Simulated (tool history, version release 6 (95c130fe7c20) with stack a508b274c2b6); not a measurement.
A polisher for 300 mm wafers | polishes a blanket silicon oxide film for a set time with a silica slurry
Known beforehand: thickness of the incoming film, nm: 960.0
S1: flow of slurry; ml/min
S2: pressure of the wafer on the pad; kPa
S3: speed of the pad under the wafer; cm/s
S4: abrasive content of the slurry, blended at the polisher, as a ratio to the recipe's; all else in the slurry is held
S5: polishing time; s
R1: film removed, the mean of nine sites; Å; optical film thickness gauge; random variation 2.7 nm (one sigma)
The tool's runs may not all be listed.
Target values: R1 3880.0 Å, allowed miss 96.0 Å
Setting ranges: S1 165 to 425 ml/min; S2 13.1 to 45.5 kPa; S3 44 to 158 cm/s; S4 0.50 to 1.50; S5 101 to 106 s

run 1 day=0.000 | S1=275 S2=29.0 S3=100 S4=1.00 S5=101 | R1=3433.7
run 2 day=0.304 | S1=280 S2=30.3 S3=100 S4=1.00 S5=101 | R1=3553.2
run 3 day=0.638 | S1=280 S2=30.3 S3=84 S4=1.00 S5=101 | R1=3115.2
run 4 day=0.829 | S1=280 S2=30.3 S3=94 S4=1.00 S5=101 | R1=3396.8
run 5 day=1.088 | S1=255 S2=30.3 S3=94 S4=1.00 S5=101 | R1=3353.1
run 6 day=1.150 | S1=255 S2=30.3 S3=94 S4=0.90 S5=101 | R1=3277.9
run 7 day=1.183 | S1=275 S2=35.9 S3=94 S4=0.90 S5=101 | R1=3670.7
run 8 day=1.312 | S1=275 S2=36.5 S3=94 S4=0.90 S5=101 | R1=3705.0
run 9 day=1.450 | S1=275 S2=37.2 S3=94 S4=0.90 S5=101 | R1=3704.9

Of the 5 settings listed for the next run, only one would bring every result within its allowed miss of target. Which one?
run A day=1.588 | S1=185 S2=40.0 S3=84 S4=0.85 S5=106 | R1=?
run B day=1.588 | S1=285 S2=35.2 S3=96 S4=0.95 S5=101 | R1=?
run C day=1.588 | S1=335 S2=38.6 S3=84 S4=0.85 S5=101 | R1=?
run D day=1.588 | S1=340 S2=42.1 S3=92 S4=0.75 S5=102 | R1=?
run E day=1.588 | S1=260 S2=37.9 S3=86 S4=0.85 S5=101 | R1=?

move=A R1=3506.8
move=B R1=3725.7
move=C R1=3499.6
move=D R1=3891.3
move=E R1=3438.5
A: moves away from the targets compared with the last run
B: closes in on the targets versus the last run, not all within tolerance yet
C: moves away from the targets compared with the last run
D: every result lands within tolerance
E: moves away from the targets compared with the last run
The move that meets every target is D.
